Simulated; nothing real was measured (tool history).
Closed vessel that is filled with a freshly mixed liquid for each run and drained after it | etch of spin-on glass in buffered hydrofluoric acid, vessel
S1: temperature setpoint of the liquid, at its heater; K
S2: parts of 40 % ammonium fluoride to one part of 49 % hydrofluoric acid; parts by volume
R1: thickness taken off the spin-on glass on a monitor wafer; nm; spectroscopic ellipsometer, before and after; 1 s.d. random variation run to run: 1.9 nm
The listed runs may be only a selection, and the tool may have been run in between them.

run 1 hour=0 | S1=298.15 S2=12 time_in_the_liquid_(s)=85 | R1=338.89
run 2 hour=6.3 | S1=298.65 S2=12 time_in_the_liquid_(s)=85 | R1=345.55
run 3 hour=7.3 | S1=299.15 S2=12 time_in_the_liquid_(s)=85 | R1=356.54
run 4 hour=10.2 | S1=299.65 S2=12 time_in_the_liquid_(s)=85 | R1=365.91
run 5 hour=15.7 | S1=299.65 S2=9 time_in_the_liquid_(s)=85 | R1=468.18
run 6 hour=24.2 | S1=299.65 S2=7 time_in_the_liquid_(s)=85 | R1=607.97
run 7 hour=26.7 | S1=298.15 S2=7 time_in_the_liquid_(s)=85 | R1=566.15
run 8 hour=29.5 | S1=296.65 S2=7 time_in_the_liquid_(s)=85 | R1=519.34
run 9 hour=37.4 | S1=295.65 S2=7 time_in_the_liquid_(s)=85 | R1=492.21
run 10 hour=40.3 | S1=295.15 S2=7 time_in_the_liquid_(s)=85 | R1=479.65
run 11 hour=48.6 | S1=294.65 S2=7 time_in_the_liquid_(s)=85 | R1=467.03
run 12 hour=52.6 | S1=294.65 S2=7 time_in_the_liquid_(s)=85 | R1=466.1

Predict the results of run 13:
run 13 hour=55.7 | S1=294.65 S2=7 time_in_the_liquid_(s)=85 | R1=?

Run 13 gave R1 465.3 nm.

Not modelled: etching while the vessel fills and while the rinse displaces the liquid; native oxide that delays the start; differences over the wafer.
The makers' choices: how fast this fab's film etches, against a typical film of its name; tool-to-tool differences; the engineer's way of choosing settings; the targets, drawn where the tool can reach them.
